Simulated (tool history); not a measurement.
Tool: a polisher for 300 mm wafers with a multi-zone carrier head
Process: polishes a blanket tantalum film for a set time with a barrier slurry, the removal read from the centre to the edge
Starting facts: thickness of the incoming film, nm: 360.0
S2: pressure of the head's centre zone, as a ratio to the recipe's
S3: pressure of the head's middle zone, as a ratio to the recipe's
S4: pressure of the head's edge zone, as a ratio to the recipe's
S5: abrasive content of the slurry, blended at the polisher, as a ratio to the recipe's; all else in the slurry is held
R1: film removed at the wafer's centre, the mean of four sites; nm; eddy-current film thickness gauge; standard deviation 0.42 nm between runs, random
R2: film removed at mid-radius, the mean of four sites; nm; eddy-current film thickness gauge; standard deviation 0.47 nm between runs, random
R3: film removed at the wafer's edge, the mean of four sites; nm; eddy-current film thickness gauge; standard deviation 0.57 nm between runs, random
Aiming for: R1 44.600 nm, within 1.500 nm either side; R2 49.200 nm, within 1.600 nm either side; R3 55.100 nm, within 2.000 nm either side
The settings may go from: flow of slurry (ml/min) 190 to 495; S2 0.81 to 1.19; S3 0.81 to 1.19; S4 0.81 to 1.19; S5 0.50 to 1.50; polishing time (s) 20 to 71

run 1 hour=0.0 | flow_of_slurry_(ml/min)=320 S2=1.00 S3=1.00 S4=1.00 S5=1.00 polishing_time_(s)=45 | R1=101.160 R2=96.083 R3=103.440
run 2 hour=4.0 | flow_of_slurry_(ml/min)=320 S2=1.00 S3=1.00 S4=1.00 S5=1.00 polishing_time_(s)=49 | R1=109.720 R2=105.230 R3=111.310
run 3 hour=4.9 | flow_of_slurry_(ml/min)=260 S2=1.00 S3=1.00 S4=1.00 S5=1.00 polishing_time_(s)=49 | R1=108.680 R2=103.060 R3=108.270
run 4 hour=7.6 | flow_of_slurry_(ml/min)=290 S2=1.00 S3=1.00 S4=1.00 S5=1.00 polishing_time_(s)=49 | R1=107.850 R2=104.030 R3=111.470
run 5 hour=8.6 | flow_of_slurry_(ml/min)=280 S2=0.94 S3=0.99 S4=1.01 S5=0.85 polishing_time_(s)=41 | R1=81.029 R2=83.614 R3=89.334
run 6 hour=15.0 | flow_of_slurry_(ml/min)=280 S2=0.97 S3=0.99 S4=1.01 S5=0.85 polishing_time_(s)=41 | R1=83.528 R2=82.617 R3=89.660
run 7 hour=17.4 | flow_of_slurry_(ml/min)=270 S2=0.93 S3=0.96 S4=0.99 S5=0.75 polishing_time_(s)=36 | R1=68.306 R2=70.109 R3=75.449
run 8 hour=25.4 | flow_of_slurry_(ml/min)=240 S2=0.83 S3=0.86 S4=0.98 S5=0.50 polishing_time_(s)=26 | R1=38.512 R2=40.514 R3=47.830
run 9 hour=26.9 | flow_of_slurry_(ml/min)=270 S2=0.84 S3=0.90 S4=1.01 S5=0.50 polishing_time_(s)=26 | R1=39.359 R2=43.320 R3=49.080
run 10 hour=29.2 | flow_of_slurry_(ml/min)=270 S2=0.86 S3=0.92 S4=1.05 S5=0.50 polishing_time_(s)=26 | R1=40.532 R2=42.524 R3=50.775
run 11 hour=36.2 | flow_of_slurry_(ml/min)=290 S2=0.87 S3=0.95 S4=1.06 S5=0.50 polishing_time_(s)=26 | R1=41.817 R2=44.204 R3=50.471
run 12 hour=43.0 | flow_of_slurry_(ml/min)=280 S2=0.87 S3=0.97 S4=1.08 S5=0.55 polishing_time_(s)=26 | R1=41.938 R2=46.358 R3=51.459
run 13 hour=51.6 | flow_of_slurry_(ml/min)=285 S2=0.87 S3=0.97 S4=1.09 S5=0.60 polishing_time_(s)=26 | R1=44.056 R2=47.681 R3=53.105
run 14 hour=55.1 | flow_of_slurry_(ml/min)=280 S2=0.87 S3=0.97 S4=1.10 S5=0.60 polishing_time_(s)=26 | R1=43.597 R2=47.428 R3=53.948

Which one of the following 5 next-run settings gets every result inside its allowed miss? There is exactly one.
run A hour=58.6 | flow_of_slurry_(ml/min)=280 S2=0.84 S3=0.91 S4=1.05 S5=0.60 polishing_time_(s)=26 | R1=? R2=? R3=?
run B hour=58.6 | flow_of_slurry_(ml/min)=235 S2=0.87 S3=0.98 S4=1.09 S5=0.60 polishing_time_(s)=27 | R1=? R2=? R3=?
run C hour=58.6 | flow_of_slurry_(ml/min)=215 S2=0.87 S3=1.09 S4=1.03 S5=0.90 polishing_time_(s)=23 | R1=? R2=? R3=?
run D hour=58.6 | flow_of_slurry_(ml/min)=230 S2=0.83 S3=0.91 S4=1.16 S5=0.60 polishing_time_(s)=27 | R1=? R2=? R3=?
run E hour=58.6 | flow_of_slurry_(ml/min)=320 S2=0.90 S3=0.84 S4=1.19 S5=0.55 polishing_time_(s)=27 | R1=? R2=? R3=?

move=A R1=41.975 R2=45.209 R3=52.827
move=B R1=44.186 R2=48.254 R3=54.802
move=C R1=41.492 R2=48.668 R3=50.443
move=D R1=41.994 R2=45.886 R3=56.146
move=E R1=46.214 R2=44.095 R3=56.910
A: moves away from the targets compared with the last run
B: every result lands within tolerance
C: the worst result of the last run now meets its target, but another is out of spec
D: moves away from the targets compared with the last run
E: moves away from the targets compared with the last run
B is the move that brings every result within its allowed miss.
